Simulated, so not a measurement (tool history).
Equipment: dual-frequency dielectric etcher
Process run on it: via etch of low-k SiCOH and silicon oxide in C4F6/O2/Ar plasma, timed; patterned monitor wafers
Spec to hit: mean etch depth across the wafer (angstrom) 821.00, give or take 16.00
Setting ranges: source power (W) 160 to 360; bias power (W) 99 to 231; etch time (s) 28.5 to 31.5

| run | day | source power (W) | bias power (W) | etch time (s) | mean etch depth across the wafer (angstrom) |
|---|---|---|---|---|---|
| 1 | 0.000 | 260 | 165 | 31.5 | 690.06 |
| 2 | 0.154 | 280 | 171 | 31.5 | 708.35 |
| 3 | 0.450 | 300 | 183 | 31.5 | 738.03 |
| 4 | 0.625 | 300 | 170 | 31.5 | 724.04 |
| 5 | 0.908 | 300 | 184 | 31.5 | 747.20 |
|  | 0.929 | wet clean of the chamber |
| 6 | 0.929 | 300 | 173 | 31.5 | 763.33 |
| 7 | 1.012 | 310 | 172 | 31.5 | 764.10 |
| 8 | 1.358 | 320 | 172 | 31.5 | 778.14 |

Which one of the following 5 next-run settings gets every result inside its allowed miss? There is exactly one.
| A | 1.704 | 320 | 175 | 31.0 | ? |
| B | 1.704 | 310 | 164 | 30.5 | ? |
| C | 1.704 | 330 | 205 | 31.5 | ? |
| D | 1.704 | 300 | 150 | 31.5 | ? |
| E | 1.704 | 300 | 172 | 30.5 | ? |

| move | mean etch depth across the wafer (angstrom) |
|---|---|
| A | 763.16 |
| B | 729.52 |
| C | 820.54 |
| D | 727.14 |
| E | 731.74 |
A: the biggest miss grows against the last run
B: the biggest miss grows against the last run
C: hits every target within its allowed miss
D: the biggest miss grows against the last run
E: the biggest miss grows against the last run
Answer: C

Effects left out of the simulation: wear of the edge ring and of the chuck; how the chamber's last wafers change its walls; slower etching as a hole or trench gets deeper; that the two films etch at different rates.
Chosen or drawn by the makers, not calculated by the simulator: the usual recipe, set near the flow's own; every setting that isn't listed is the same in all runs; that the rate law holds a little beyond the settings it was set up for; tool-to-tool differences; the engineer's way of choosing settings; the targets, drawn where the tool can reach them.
